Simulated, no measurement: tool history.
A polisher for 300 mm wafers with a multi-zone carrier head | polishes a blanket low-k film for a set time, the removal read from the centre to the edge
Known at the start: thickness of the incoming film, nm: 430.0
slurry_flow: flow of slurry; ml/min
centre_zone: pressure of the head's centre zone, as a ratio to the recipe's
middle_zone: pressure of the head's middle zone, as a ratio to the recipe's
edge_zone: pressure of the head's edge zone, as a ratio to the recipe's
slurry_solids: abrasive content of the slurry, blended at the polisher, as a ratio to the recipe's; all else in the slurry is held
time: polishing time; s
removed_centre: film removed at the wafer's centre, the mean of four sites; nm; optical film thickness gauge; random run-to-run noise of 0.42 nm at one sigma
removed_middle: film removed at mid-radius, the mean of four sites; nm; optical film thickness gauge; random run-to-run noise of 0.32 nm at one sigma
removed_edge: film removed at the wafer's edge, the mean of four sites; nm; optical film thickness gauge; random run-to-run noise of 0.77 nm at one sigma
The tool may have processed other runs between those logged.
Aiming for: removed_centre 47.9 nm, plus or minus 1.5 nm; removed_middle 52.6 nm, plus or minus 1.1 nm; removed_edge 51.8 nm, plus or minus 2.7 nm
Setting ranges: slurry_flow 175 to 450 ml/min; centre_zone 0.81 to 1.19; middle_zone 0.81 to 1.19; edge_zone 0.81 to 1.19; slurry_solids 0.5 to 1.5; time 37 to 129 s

run  hour  slurry_flow  centre_zone  middle_zone  edge_zone  slurry_solids  time  removed_centre  removed_middle  removed_edge
  1     0          290            1            1          1              1    83          40.019          40.841        41.383
  2   8.4          290            1         1.06          1              1    83          40.391          42.651        40.523
  3   9.8          290            1         1.06       0.95              1    83          40.261          42.891         39.91
  4  10.8          290            1         1.06       0.95              1    64          31.136          32.863         30.57
  5  14.9          290            1         1.06       1.02              1    64          30.684          33.141        31.754
  6  19.5          350            1         1.06       1.02              1    64          31.597          33.796        31.029
  7  26.9          320         1.01         1.07       1.04            1.1    67          34.496          36.425        35.482
  8  30.6          325         1.01         1.09       1.05            1.2    69          36.771          39.231        37.499
  9  31.6          325         1.01         1.09       1.05            1.2    69          36.578          39.803        37.786
 10  39.4          315         1.02         1.11       1.07           1.25    71          39.485           42.29        38.719
 11  47.2          315         1.01          1.1       1.08            1.3    73          40.228          43.114        40.571
 12    53          325         1.02         1.15       1.18            1.5    83          48.792          53.989        51.428
 13  58.2          325         1.02         1.15       1.18            1.5    83          48.724          53.766        52.558
 14  62.1          320         1.02         1.15       1.18            1.5    83          47.701          54.118        52.605

Below are 5 possible settings for the next run. Only one of them brings all results inside the allowed miss of their targets. Which is it?
  A    66          315         0.93         1.13       1.19           1.35    93               ?               ?             ?
  B    66          255         0.96         1.14       1.19           1.35    91               ?               ?             ?
  C    66          440         1.01         1.12       1.19           1.35    84               ?               ?             ?
  D    66          295         0.96         1.17       1.14            1.5    86               ?               ?             ?
  E    66          280         1.01         1.17       1.15           1.45    85               ?               ?             ?

move  removed_centre  removed_middle  removed_edge
   A          47.711          57.403         55.26
   B          46.771          55.247        53.088
   C          47.847          52.883        51.002
   D          46.807          56.426         51.75
   E          47.539          54.773        50.516
A: further off than the last run
B: further off than the last run
C: all results land within tolerance of their targets
D: further off than the last run
E: further off than the last run
Answer: C
